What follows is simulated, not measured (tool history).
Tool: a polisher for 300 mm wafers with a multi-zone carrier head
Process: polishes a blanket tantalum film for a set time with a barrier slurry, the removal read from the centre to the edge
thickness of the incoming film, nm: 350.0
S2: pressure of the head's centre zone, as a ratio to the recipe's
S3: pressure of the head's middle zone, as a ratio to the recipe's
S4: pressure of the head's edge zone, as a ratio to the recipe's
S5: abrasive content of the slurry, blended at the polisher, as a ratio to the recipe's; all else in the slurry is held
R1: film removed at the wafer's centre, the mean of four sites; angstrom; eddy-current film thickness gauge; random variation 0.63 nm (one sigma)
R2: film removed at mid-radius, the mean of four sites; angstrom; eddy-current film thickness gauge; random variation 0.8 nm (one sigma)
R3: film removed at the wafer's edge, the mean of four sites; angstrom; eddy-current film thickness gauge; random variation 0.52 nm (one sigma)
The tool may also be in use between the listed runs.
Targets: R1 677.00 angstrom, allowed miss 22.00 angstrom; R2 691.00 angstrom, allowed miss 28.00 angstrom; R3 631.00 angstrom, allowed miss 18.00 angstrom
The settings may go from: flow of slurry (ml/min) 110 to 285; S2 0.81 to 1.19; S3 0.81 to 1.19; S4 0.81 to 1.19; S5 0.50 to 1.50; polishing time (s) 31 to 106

{"run": 1, "day": 0.0, "flow of slurry (ml/min)": 180, "S2": 1.0, "S3": 1.0, "S4": 1.0, "S5": 1.0, "polishing time (s)": 68, "R1": 996.96, "R2": 998.18, "R3": 973.6}
{"run": 2, "day": 0.225, "flow of slurry (ml/min)": 210, "S2": 1.0, "S3": 1.0, "S4": 1.0, "S5": 1.0, "polishing time (s)": 68, "R1": 1015.3, "R2": 999.63, "R3": 989.07}
{"run": 3, "day": 0.525, "flow of slurry (ml/min)": 210, "S2": 0.93, "S3": 1.0, "S4": 1.0, "S5": 1.0, "polishing time (s)": 68, "R1": 940.53, "R2": 988.78, "R3": 992.77}
{"run": 4, "day": 0.696, "flow of slurry (ml/min)": 200, "S2": 0.94, "S3": 0.99, "S4": 0.95, "S5": 0.85, "polishing time (s)": 64, "R1": 835.97, "R2": 865.81, "R3": 832.86}
{"run": 5, "day": 0.888, "flow of slurry (ml/min)": 200, "S2": 0.94, "S3": 0.99, "S4": 0.95, "S5": 0.85, "polishing time (s)": 77, "R1": 1003.0, "R2": 1048.0, "R3": 1033.1}
{"run": 6, "day": 0.929, "flow of slurry (ml/min)": 170, "S2": 0.94, "S3": 0.99, "S4": 0.95, "S5": 0.85, "polishing time (s)": 77, "R1": 984.64, "R2": 1026.3, "R3": 986.08}
{"run": 7, "day": 1.054, "flow of slurry (ml/min)": 155, "S2": 0.93, "S3": 0.97, "S4": 0.91, "S5": 0.75, "polishing time (s)": 74, "R1": 852.98, "R2": 879.69, "R3": 878.73}
{"run": 8, "day": 1.396, "flow of slurry (ml/min)": 150, "S2": 0.95, "S3": 0.99, "S4": 0.88, "S5": 0.7, "polishing time (s)": 71, "R1": 795.96, "R2": 829.84, "R3": 788.66}
{"run": 9, "day": 1.483, "flow of slurry (ml/min)": 145, "S2": 0.96, "S3": 0.99, "S4": 0.86, "S5": 0.65, "polishing time (s)": 70, "R1": 751.31, "R2": 790.67, "R3": 732.19}
{"run": 10, "day": 1.629, "flow of slurry (ml/min)": 120, "S2": 0.99, "S3": 0.95, "S4": 0.81, "S5": 0.5, "polishing time (s)": 69, "R1": 605.79, "R2": 592.96, "R3": 555.03}
{"run": 11, "day": 1.883, "flow of slurry (ml/min)": 140, "S2": 0.98, "S3": 0.96, "S4": 0.81, "S5": 0.5, "polishing time (s)": 69, "R1": 617.96, "R2": 604.39, "R3": 573.0}
{"run": 12, "day": 1.925, "flow of slurry (ml/min)": 155, "S2": 0.98, "S3": 0.98, "S4": 0.82, "S5": 0.5, "polishing time (s)": 68, "R1": 621.79, "R2": 620.72, "R3": 574.78}
{"run": 13, "day": 2.008, "flow of slurry (ml/min)": 160, "S2": 0.99, "S3": 0.99, "S4": 0.84, "S5": 0.5, "polishing time (s)": 68, "R1": 648.32, "R2": 618.74, "R3": 579.53}
{"run": 14, "day": 2.042, "flow of slurry (ml/min)": 160, "S2": 0.98, "S3": 1.01, "S4": 0.85, "S5": 0.5, "polishing time (s)": 68, "R1": 644.44, "R2": 640.63, "R3": 581.59}
{"run": 15, "day": 2.367, "flow of slurry (ml/min)": 210, "S2": 0.97, "S3": 1.02, "S4": 0.94, "S5": 0.55, "polishing time (s)": 68, "R1": 721.55, "R2": 725.27, "R3": 692.46}
{"run": 16, "day": 2.533, "flow of slurry (ml/min)": 205, "S2": 0.97, "S3": 1.02, "S4": 0.92, "S5": 0.55, "polishing time (s)": 68, "R1": 709.59, "R2": 729.74, "R3": 679.95}
{"run": 17, "day": 2.779, "flow of slurry (ml/min)": 200, "S2": 0.97, "S3": 1.02, "S4": 0.9, "S5": 0.55, "polishing time (s)": 68, "R1": 700.73, "R2": 742.68, "R3": 677.83}

5 next moves are on the table. One of them brings every result within its allowed miss. Which?
{"run": "A", "day": 3.025, "flow of slurry (ml/min)": 110, "S2": 1.05, "S3": 0.96, "S4": 0.92, "S5": 0.5, "polishing time (s)": 76, "R1": "?", "R2": "?", "R3": "?"}
{"run": "B", "day": 3.025, "flow of slurry (ml/min)": 210, "S2": 0.92, "S3": 0.99, "S4": 0.87, "S5": 0.6, "polishing time (s)": 70, "R1": "?", "R2": "?", "R3": "?"}
{"run": "C", "day": 3.025, "flow of slurry (ml/min)": 245, "S2": 0.98, "S3": 1.19, "S4": 0.81, "S5": 0.55, "polishing time (s)": 61, "R1": "?", "R2": "?", "R3": "?"}
{"run": "D", "day": 3.025, "flow of slurry (ml/min)": 225, "S2": 0.98, "S3": 1.02, "S4": 0.89, "S5": 0.65, "polishing time (s)": 56, "R1": "?", "R2": "?", "R3": "?"}
{"run": "E", "day": 3.025, "flow of slurry (ml/min)": 190, "S2": 0.94, "S3": 1.03, "S4": 0.89, "S5": 0.5, "polishing time (s)": 70, "R1": "?", "R2": "?", "R3": "?"}

move=A R1=667.95 R2=617.48 R3=639.40
move=B R1=733.44 R2=780.07 R3=735.64
move=C R1=654.04 R2=760.76 R3=589.40
move=D R1=666.89 R2=681.36 R3=631.48
move=E R1=635.95 R2=685.42 R3=633.89
A: brings the result that was furthest off to its target, and leaves another outside
B: further off than the last run
C: takes the result that was furthest off past its target
D: meets every target
E: brings the result that was furthest off to its target, and leaves another outside
Answer: D
